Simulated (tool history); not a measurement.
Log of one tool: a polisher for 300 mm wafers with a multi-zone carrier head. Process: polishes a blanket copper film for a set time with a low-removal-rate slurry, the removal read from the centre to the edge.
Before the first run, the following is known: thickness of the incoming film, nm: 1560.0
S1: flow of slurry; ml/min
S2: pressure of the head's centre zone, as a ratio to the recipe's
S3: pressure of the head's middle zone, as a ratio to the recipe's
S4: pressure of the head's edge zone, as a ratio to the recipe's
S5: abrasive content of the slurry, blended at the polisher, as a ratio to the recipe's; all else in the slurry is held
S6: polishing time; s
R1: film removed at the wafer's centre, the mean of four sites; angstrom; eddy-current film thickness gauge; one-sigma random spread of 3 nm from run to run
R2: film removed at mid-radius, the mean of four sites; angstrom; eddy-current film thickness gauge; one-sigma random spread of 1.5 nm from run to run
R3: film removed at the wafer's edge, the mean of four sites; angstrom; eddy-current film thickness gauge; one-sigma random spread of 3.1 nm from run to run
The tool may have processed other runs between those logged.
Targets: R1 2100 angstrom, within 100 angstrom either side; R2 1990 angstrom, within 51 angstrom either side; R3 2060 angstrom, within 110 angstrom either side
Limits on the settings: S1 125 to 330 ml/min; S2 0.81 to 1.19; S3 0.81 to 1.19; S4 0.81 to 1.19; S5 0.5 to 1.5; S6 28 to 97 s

{"run": 1, "day": 0.0, "S1": 210, "S2": 1, "S3": 1, "S4": 1, "S5": 1, "S6": 62, "R1": 1704.1, "R2": 1728, "R3": 1697.6}
{"run": 2, "day": 0.088, "S1": 215, "S2": 1.01, "S3": 1.01, "S4": 1.03, "S5": 1.05, "S6": 62, "R1": 1720.9, "R2": 1759.4, "R3": 1708.8}
{"run": 3, "day": 0.246, "S1": 215, "S2": 1.01, "S3": 1.08, "S4": 1.03, "S5": 1.05, "S6": 62, "R1": 1748.9, "R2": 1843.5, "R3": 1768.1}
{"run": 4, "day": 0.608, "S1": 215, "S2": 1.01, "S3": 1.08, "S4": 1.03, "S5": 1.15, "S6": 62, "R1": 1759.8, "R2": 1893.8, "R3": 1783.7}
{"run": 5, "day": 0.679, "S1": 215, "S2": 1.03, "S3": 1.07, "S4": 1.06, "S5": 1.15, "S6": 63, "R1": 1809.1, "R2": 1895.8, "R3": 1779.6}
{"run": 6, "day": 0.971, "S1": 215, "S2": 1.03, "S3": 1.07, "S4": 1.06, "S5": 1.3, "S6": 63, "R1": 1837, "R2": 1957.1, "R3": 1858}
{"run": 7, "day": 1.046, "S1": 215, "S2": 1.04, "S3": 1.05, "S4": 1.07, "S5": 1.35, "S6": 64, "R1": 1968.4, "R2": 1966.4, "R3": 1916.8}
{"run": 8, "day": 1.367, "S1": 215, "S2": 1.04, "S3": 1.04, "S4": 1.08, "S5": 1.4, "S6": 64, "R1": 1918.8, "R2": 1957.9, "R3": 1893.8}
{"run": 9, "day": 1.629, "S1": 215, "S2": 1.04, "S3": 1.03, "S4": 1.09, "S5": 1.4, "S6": 65, "R1": 2009.2, "R2": 1998.3, "R3": 1948.5}
{"run": 10, "day": 1.742, "S1": 215, "S2": 1.04, "S3": 1.02, "S4": 1.1, "S5": 1.4, "S6": 65, "R1": 1931, "R2": 1985.6, "R3": 1980.2}
{"run": 11, "day": 2.1, "S1": 215, "S2": 1.05, "S3": 1.01, "S4": 1.11, "S5": 1.4, "S6": 65, "R1": 1978.5, "R2": 1965.7, "R3": 2013.9}

Below are 4 possible settings for the next run. Only one of them brings all results inside the allowed miss of their targets. Which is it?
{"run": "A", "day": 2.458, "S1": 235, "S2": 1.03, "S3": 1.05, "S4": 1.08, "S5": 1.5, "S6": 67, "R1": "?", "R2": "?", "R3": "?"}
{"run": "B", "day": 2.458, "S1": 275, "S2": 1.19, "S3": 1.05, "S4": 0.87, "S5": 1.5, "S6": 66, "R1": "?", "R2": "?", "R3": "?"}
{"run": "C", "day": 2.458, "S1": 260, "S2": 1.19, "S3": 0.98, "S4": 1.08, "S5": 1.35, "S6": 67, "R1": "?", "R2": "?", "R3": "?"}
{"run": "D", "day": 2.458, "S1": 245, "S2": 1.04, "S3": 0.96, "S4": 1.04, "S5": 1.25, "S6": 70, "R1": "?", "R2": "?", "R3": "?"}

move=A R1=2110.1 R2=2137.4 R3=2037.2
move=B R1=2348.4 R2=2141.9 R3=1834.6
move=C R1=2312.8 R2=1991.4 R3=2009.5
move=D R1=2142.3 R2=1998.6 R3=2016.5
A: the worst result of the last run now meets its target, but another is out of spec
B: pushes the last run's worst result past its target
C: pushes the last run's worst result past its target
D: each result inside its tolerance
Move D is the one to make.
